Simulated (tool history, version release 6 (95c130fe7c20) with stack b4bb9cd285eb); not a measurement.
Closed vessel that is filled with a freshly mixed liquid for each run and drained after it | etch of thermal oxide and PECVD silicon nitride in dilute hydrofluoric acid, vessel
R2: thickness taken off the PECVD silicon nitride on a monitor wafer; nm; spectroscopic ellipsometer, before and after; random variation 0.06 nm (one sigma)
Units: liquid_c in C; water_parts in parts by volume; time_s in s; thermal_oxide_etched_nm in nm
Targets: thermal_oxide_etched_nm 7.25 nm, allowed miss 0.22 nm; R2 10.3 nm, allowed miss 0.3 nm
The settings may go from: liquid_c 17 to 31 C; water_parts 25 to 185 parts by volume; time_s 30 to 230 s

{"run": 1, "day": 0.0, "liquid_c": 23, "water_parts": 105, "time_s": 120, "thermal_oxide_etched_nm": 5.3654, "R2": 6.48}
{"run": 2, "day": 0.217, "liquid_c": 19.5, "water_parts": 105, "time_s": 120, "thermal_oxide_etched_nm": 4.5968, "R2": 5.0599}
{"run": 3, "day": 0.538, "liquid_c": 23, "water_parts": 105, "time_s": 120, "thermal_oxide_etched_nm": 5.3067, "R2": 6.5297}
{"run": 4, "day": 0.85, "liquid_c": 23, "water_parts": 75, "time_s": 120, "thermal_oxide_etched_nm": 7.6387, "R2": 8.9901}
{"run": 5, "day": 0.9, "liquid_c": 23, "water_parts": 50, "time_s": 120, "thermal_oxide_etched_nm": 11.814, "R2": 13.28}
{"run": 6, "day": 1.229, "liquid_c": 24.5, "water_parts": 70, "time_s": 125, "thermal_oxide_etched_nm": 9.2117, "R2": 11.046}
{"run": 7, "day": 1.575, "liquid_c": 26, "water_parts": 80, "time_s": 125, "thermal_oxide_etched_nm": 8.4743, "R2": 10.703}
{"run": 8, "day": 1.758, "liquid_c": 27, "water_parts": 85, "time_s": 125, "thermal_oxide_etched_nm": 8.2064, "R2": 10.818}
{"run": 9, "day": 1.779, "liquid_c": 27.5, "water_parts": 90, "time_s": 125, "thermal_oxide_etched_nm": 7.9232, "R2": 10.529}

5 next moves are on the table. One of them brings every result within its allowed miss. Which?
{"run": "A", "day": 1.8, "liquid_c": 29.5, "water_parts": 95, "time_s": 115, "thermal_oxide_etched_nm": "?", "R2": "?"}
{"run": "B", "day": 1.8, "liquid_c": 26, "water_parts": 90, "time_s": 140, "thermal_oxide_etched_nm": "?", "R2": "?"}
{"run": "C", "day": 1.8, "liquid_c": 20.5, "water_parts": 70, "time_s": 155, "thermal_oxide_etched_nm": "?", "R2": "?"}
{"run": "D", "day": 1.8, "liquid_c": 31, "water_parts": 120, "time_s": 140, "thermal_oxide_etched_nm": "?", "R2": "?"}
{"run": "E", "day": 1.8, "liquid_c": 22.5, "water_parts": 65, "time_s": 120, "thermal_oxide_etched_nm": "?", "R2": "?"}

move=A thermal_oxide_etched_nm=7.3745 R2=10.348
move=B thermal_oxide_etched_nm=8.3377 R2=10.621
move=C thermal_oxide_etched_nm=9.7397 R2=10.422
move=D thermal_oxide_etched_nm=7.2555 R2=10.931
move=E thermal_oxide_etched_nm=8.8762 R2=9.9423
A: meets every target
B: further off than the last run
C: further off than the last run
D: brings the result that was furthest off to its target, and leaves another outside
E: further off than the last run
Answer: A
